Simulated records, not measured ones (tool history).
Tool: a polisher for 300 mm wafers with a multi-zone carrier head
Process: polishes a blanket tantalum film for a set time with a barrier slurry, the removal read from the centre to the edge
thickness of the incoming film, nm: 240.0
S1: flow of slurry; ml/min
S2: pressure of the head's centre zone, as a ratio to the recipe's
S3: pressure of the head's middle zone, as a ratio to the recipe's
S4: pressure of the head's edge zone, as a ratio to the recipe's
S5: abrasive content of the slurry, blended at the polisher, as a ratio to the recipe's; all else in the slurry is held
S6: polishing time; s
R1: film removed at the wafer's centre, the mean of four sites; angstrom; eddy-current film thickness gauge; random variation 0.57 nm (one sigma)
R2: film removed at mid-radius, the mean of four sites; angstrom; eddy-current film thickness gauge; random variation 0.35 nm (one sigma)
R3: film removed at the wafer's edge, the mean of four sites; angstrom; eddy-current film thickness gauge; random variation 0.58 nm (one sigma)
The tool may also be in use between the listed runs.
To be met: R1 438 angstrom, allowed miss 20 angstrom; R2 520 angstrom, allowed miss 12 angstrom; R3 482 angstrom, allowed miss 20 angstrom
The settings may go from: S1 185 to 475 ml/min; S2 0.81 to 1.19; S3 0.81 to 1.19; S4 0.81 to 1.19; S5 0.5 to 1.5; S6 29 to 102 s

run,hour,S1,S2,S3,S4,S5,S6,R1,R2,R3
1,0,305,1,1,1,1,65,719.01,716.99,704.01
2,2.1,300,0.97,1,0.98,0.9,63,645.83,669.97,663.87
3,8.1,335,0.97,1,0.98,0.9,63,644.83,675.47,665.16
4,12.7,340,0.96,1.01,0.96,0.85,61,613.04,631.5,630.13
5,15.1,335,0.94,1.03,0.94,0.8,60,562.04,613.26,603.92
6,23.6,335,0.94,1.05,0.92,0.75,59,531.37,590.5,556.27
7,30.4,330,0.93,1.05,0.9,0.7,59,495.45,560.21,518.06
8,32.2,315,0.92,1.04,0.9,0.7,59,487.76,557.15,520.04
9,37.6,300,0.91,1.03,0.9,0.7,59,481.16,549.88,512.51
10,45.5,290,0.9,1.02,0.9,0.7,59,486.41,547.78,506.83
11,48.8,290,0.89,1.02,0.9,0.7,59,473.57,542.62,520.59
12,50.7,280,0.89,1.02,0.89,0.7,59,465.53,545.61,514.57
13,53.1,275,0.89,1.02,0.88,0.7,59,477.38,540.27,511.16
14,59.5,270,0.88,1.02,0.87,0.7,59,471.8,542.97,517.49
15,64.5,280,0.86,1.04,0.83,0.5,58,321.51,390.22,362.75
16,72.2,280,0.88,1.05,0.87,0.5,58,330.75,395.28,360.45
17,75.3,295,0.88,1.05,0.86,0.5,58,340.87,402.27,368.51
18,80.3,300,0.88,1.05,0.86,0.55,58,374.96,444.36,408.8
19,86.9,320,0.88,1.05,0.86,0.55,58,372.18,448.31,404.94
20,89.8,330,0.88,1.04,0.87,0.55,58,386.38,443.84,417.65
21,97.9,415,0.9,1.14,0.97,0.7,58,483.84,597.95,536.99
22,102.3,410,0.89,1.12,0.95,0.7,58,480.61,592.27,529.68
23,103.5,395,0.89,1.1,0.94,0.7,58,476.91,586.83,533.68
24,104.6,375,0.89,1.09,0.94,0.7,58,476.59,577.31,528.89

Which of these 4 next moves meets every target?
A,105.7,390,0.93,1.07,0.84,0.65,58,?,?,?
B,105.7,435,0.81,0.95,0.91,0.75,65,?,?,?
C,105.7,345,0.85,1.01,0.82,0.7,56,?,?,?
D,105.7,350,0.93,0.9,1.11,0.75,58,?,?,?

move,R1,R2,R3
A,478.95,543.38,479.09
B,519.52,615.53,615.6
C,441.27,523.89,481.12
D,523.69,517.48,588.93
A: nearer than the last run, and not there yet
B: further off than the last run
C: meets every target
D: brings the result that was furthest off to its target, and leaves another outside
Answer: C
